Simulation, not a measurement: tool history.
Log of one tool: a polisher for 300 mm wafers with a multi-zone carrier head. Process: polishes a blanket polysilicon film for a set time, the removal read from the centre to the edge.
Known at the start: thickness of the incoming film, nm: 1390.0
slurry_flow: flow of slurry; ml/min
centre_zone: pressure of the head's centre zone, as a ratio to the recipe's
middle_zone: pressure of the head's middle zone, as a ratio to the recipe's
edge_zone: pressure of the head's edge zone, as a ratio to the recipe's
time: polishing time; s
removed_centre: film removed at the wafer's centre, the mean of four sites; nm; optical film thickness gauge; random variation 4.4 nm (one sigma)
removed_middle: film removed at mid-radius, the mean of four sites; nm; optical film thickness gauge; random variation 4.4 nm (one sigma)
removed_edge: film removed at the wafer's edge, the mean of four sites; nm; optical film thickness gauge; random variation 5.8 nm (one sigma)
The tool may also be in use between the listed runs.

run 1 day=0 | slurry_flow=235 centre_zone=1 middle_zone=1 edge_zone=1 time=39 | removed_centre=297.75 removed_middle=300.68 removed_edge=300.79
run 2 day=0.112 | slurry_flow=235 centre_zone=1 middle_zone=1 edge_zone=1.05 time=39 | removed_centre=295.57 removed_middle=294.06 removed_edge=306.13
run 3 day=0.383 | slurry_flow=235 centre_zone=1 middle_zone=1.09 edge_zone=1.05 time=39 | removed_centre=293.83 removed_middle=314.9 removed_edge=308.67
run 4 day=0.692 | slurry_flow=250 centre_zone=1.03 middle_zone=1.12 edge_zone=1.05 time=43 | removed_centre=338.07 removed_middle=353.02 removed_edge=335.9
run 5 day=0.858 | slurry_flow=250 centre_zone=1.03 middle_zone=1.12 edge_zone=1.05 time=51 | removed_centre=392.87 removed_middle=427.84 removed_edge=403.29
run 6 day=1.179 | slurry_flow=270 centre_zone=1.03 middle_zone=1.12 edge_zone=1.05 time=51 | removed_centre=391.09 removed_middle=425.68 removed_edge=414.74
run 7 day=1.2 | slurry_flow=265 centre_zone=1.05 middle_zone=1.13 edge_zone=1.04 time=51 | removed_centre=403.42 removed_middle=429.9 removed_edge=392.26
run 8 day=1.392 | slurry_flow=265 centre_zone=1.05 middle_zone=1.13 edge_zone=1.04 time=51 | removed_centre=397.39 removed_middle=426.91 removed_edge=403.39

Run 9 comes next. What will it give?
run 9 day=1.704 | slurry_flow=265 centre_zone=1.07 middle_zone=1.14 edge_zone=1.04 time=52 | removed_centre=? removed_middle=? removed_edge=?

Run 9 gave removed_centre 416.48 nm, removed_middle 440.4 nm, removed_edge 404.83 nm.
